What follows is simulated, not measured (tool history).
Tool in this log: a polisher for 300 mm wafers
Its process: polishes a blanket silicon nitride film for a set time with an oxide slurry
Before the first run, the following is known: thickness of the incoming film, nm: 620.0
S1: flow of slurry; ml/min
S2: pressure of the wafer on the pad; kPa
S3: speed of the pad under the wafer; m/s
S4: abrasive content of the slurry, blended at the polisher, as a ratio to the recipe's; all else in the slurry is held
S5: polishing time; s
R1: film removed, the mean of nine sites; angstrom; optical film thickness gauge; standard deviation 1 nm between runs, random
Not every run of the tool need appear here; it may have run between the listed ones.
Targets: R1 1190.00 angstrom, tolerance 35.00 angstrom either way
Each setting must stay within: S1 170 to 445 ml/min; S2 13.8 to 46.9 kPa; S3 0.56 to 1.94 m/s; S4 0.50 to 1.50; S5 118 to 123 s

Run 1, hour 0.0: S1 285 ml/min, S2 30.3 kPa, S3 1.24 m/s, S4 1.00, S5 118 s. Result: R1 932.16 angstrom.
Run 2, hour 8.9: S1 285 ml/min, S2 31.0 kPa, S3 1.24 m/s, S4 1.00, S5 118 s. Result: R1 956.62 angstrom.
Run 3, hour 9.6: S1 285 ml/min, S2 31.7 kPa, S3 1.24 m/s, S4 1.00, S5 118 s. Result: R1 967.19 angstrom.
Run 4, hour 14.0: S1 285 ml/min, S2 32.4 kPa, S3 1.24 m/s, S4 1.00, S5 118 s. Result: R1 970.69 angstrom.
Run 5, hour 21.9: S1 285 ml/min, S2 33.8 kPa, S3 1.24 m/s, S4 1.00, S5 118 s. Result: R1 1023.60 angstrom.
Run 6, hour 26.5: S1 285 ml/min, S2 33.8 kPa, S3 1.24 m/s, S4 1.00, S5 118 s. Result: R1 1018.80 angstrom.
Run 7, hour 29.0: S1 285 ml/min, S2 34.5 kPa, S3 1.24 m/s, S4 1.00, S5 118 s. Result: R1 1029.60 angstrom.
Run 8, hour 35.4: S1 285 ml/min, S2 35.2 kPa, S3 1.24 m/s, S4 1.00, S5 118 s. Result: R1 1056.00 angstrom.
Run 9, hour 36.1: S1 285 ml/min, S2 35.9 kPa, S3 1.24 m/s, S4 1.00, S5 118 s. Result: R1 1085.80 angstrom.
Run 10, hour 43.6: S1 285 ml/min, S2 36.5 kPa, S3 1.24 m/s, S4 1.00, S5 118 s. Result: R1 1077.10 angstrom.
Run 11, hour 52.5: S1 285 ml/min, S2 37.2 kPa, S3 1.24 m/s, S4 1.00, S5 118 s. Result: R1 1101.20 angstrom.
Run 12, hour 61.5: S1 285 ml/min, S2 37.9 kPa, S3 1.24 m/s, S4 1.00, S5 118 s. Result: R1 1111.90 angstrom.

Which of these 5 next moves meets every target?
Run A, hour 70.5: S1 295 ml/min, S2 38.6 kPa, S3 1.24 m/s, S4 1.25, S5 123 s. Result: R1 ?.
Run B, hour 70.5: S1 300 ml/min, S2 40.0 kPa, S3 1.24 m/s, S4 0.85, S5 118 s. Result: R1 ?.
Run C, hour 70.5: S1 300 ml/min, S2 39.3 kPa, S3 1.40 m/s, S4 0.95, S5 120 s. Result: R1 ?.
Run D, hour 70.5: S1 235 ml/min, S2 36.5 kPa, S3 1.06 m/s, S4 1.20, S5 123 s. Result: R1 ?.
Run E, hour 70.5: S1 315 ml/min, S2 40.7 kPa, S3 1.22 m/s, S4 1.00, S5 118 s. Result: R1 ?.

move       R1
   A  1258.40
   B  1104.40
   C  1263.20
   D  1020.90
   E  1168.80
A: the result that was furthest off in the last run now lies on the other side of its target
B: the biggest miss grows against the last run
C: the result that was furthest off in the last run now lies on the other side of its target
D: the biggest miss grows against the last run
E: meets every target
E is the move that brings every result within its allowed miss.

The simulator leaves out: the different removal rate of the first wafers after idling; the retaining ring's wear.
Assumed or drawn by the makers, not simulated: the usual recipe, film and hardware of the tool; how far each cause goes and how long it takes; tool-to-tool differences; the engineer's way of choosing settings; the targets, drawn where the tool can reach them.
